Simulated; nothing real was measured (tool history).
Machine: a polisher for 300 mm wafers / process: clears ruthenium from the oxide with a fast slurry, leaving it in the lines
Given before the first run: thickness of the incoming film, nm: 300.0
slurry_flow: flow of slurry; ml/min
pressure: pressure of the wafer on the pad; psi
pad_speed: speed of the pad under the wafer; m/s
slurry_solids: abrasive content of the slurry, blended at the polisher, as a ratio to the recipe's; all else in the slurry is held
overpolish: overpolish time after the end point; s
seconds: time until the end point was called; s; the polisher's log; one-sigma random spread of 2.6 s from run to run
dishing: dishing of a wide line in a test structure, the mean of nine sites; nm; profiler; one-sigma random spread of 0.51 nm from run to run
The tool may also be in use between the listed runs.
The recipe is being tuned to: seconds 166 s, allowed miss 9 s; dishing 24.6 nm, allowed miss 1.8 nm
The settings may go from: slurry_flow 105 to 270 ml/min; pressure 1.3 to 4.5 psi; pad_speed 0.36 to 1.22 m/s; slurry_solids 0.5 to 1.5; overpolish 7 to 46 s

Run 1, day 0: slurry_flow 175 ml/min, pressure 2.9 psi, pad_speed 0.78 m/s, slurry_solids 1, overpolish 24 s. Result: seconds 114.28 s, dishing 32.75 nm.
Run 2, day 0.175: slurry_flow 175 ml/min, pressure 2.9 psi, pad_speed 0.78 m/s, slurry_solids 1, overpolish 16 s. Result: seconds 112.31 s, dishing 26.017 nm.
Run 3, day 0.25: slurry_flow 175 ml/min, pressure 2.7 psi, pad_speed 0.78 m/s, slurry_solids 1, overpolish 17 s. Result: seconds 118.3 s, dishing 27.231 nm.
Run 4, day 0.342: slurry_flow 175 ml/min, pressure 2.7 psi, pad_speed 0.9 m/s, slurry_solids 1, overpolish 17 s. Result: seconds 104.7 s, dishing 29.051 nm.
Run 5, day 0.604: slurry_flow 175 ml/min, pressure 2.5 psi, pad_speed 0.9 m/s, slurry_solids 1, overpolish 17 s. Result: seconds 112.92 s, dishing 28.228 nm.
Run 6, day 0.842: slurry_flow 145 ml/min, pressure 2.5 psi, pad_speed 0.9 m/s, slurry_solids 1, overpolish 17 s. Result: seconds 114.85 s, dishing 28.518 nm.
Run 7, day 1.217: slurry_flow 145 ml/min, pressure 2.4 psi, pad_speed 0.9 m/s, slurry_solids 1, overpolish 17 s. Result: seconds 115.27 s, dishing 25.922 nm.
Run 8, day 1.412: slurry_flow 145 ml/min, pressure 2.2 psi, pad_speed 0.9 m/s, slurry_solids 1, overpolish 18 s. Result: seconds 125.17 s, dishing 27.052 nm.
Run 9, day 1.667: slurry_flow 145 ml/min, pressure 2.1 psi, pad_speed 0.9 m/s, slurry_solids 1, overpolish 18 s. Result: seconds 130.17 s, dishing 26.817 nm.
Run 10, day 1.758: slurry_flow 145 ml/min, pressure 2 psi, pad_speed 0.9 m/s, slurry_solids 1, overpolish 18 s. Result: seconds 131.83 s, dishing 27.442 nm.
Run 11, day 1.821: slurry_flow 145 ml/min, pressure 1.9 psi, pad_speed 0.9 m/s, slurry_solids 1, overpolish 18 s. Result: seconds 140.16 s, dishing 25.997 nm.

Exercise: of the 5 proposed moves below, exactly one satisfies all targets within the stated allowed misses. Which move is it?
Run A, day 1.883: slurry_flow 120 ml/min, pressure 2 psi, pad_speed 0.9 m/s, slurry_solids 0.95, overpolish 22 s. Result: seconds ?, dishing ?.
Run B, day 1.883: slurry_flow 105 ml/min, pressure 2.1 psi, pad_speed 1.06 m/s, slurry_solids 0.9, overpolish 18 s. Result: seconds ?, dishing ?.
Run C, day 1.883: slurry_flow 165 ml/min, pressure 1.7 psi, pad_speed 0.86 m/s, slurry_solids 1, overpolish 23 s. Result: seconds ?, dishing ?.
Run D, day 1.883: slurry_flow 190 ml/min, pressure 2.1 psi, pad_speed 0.66 m/s, slurry_solids 1.1, overpolish 25 s. Result: seconds ?, dishing ?.
Run E, day 1.883: slurry_flow 145 ml/min, pressure 1.3 psi, pad_speed 0.94 m/s, slurry_solids 1.1, overpolish 20 s. Result: seconds ?, dishing ?.

move  seconds  dishing
   A   143.74   27.593
   B   128.54   26.259
   C   152.08   27.414
   D   153.37    28.53
   E   161.19    24.44
A: gains on the last run, yet a result remains outside its allowed miss
B: further off than the last run
C: gains on the last run, yet a result remains outside its allowed miss
D: gains on the last run, yet a result remains outside its allowed miss
E: all results land within tolerance of their targets
So the answer is move E, the one that meets all the targets.
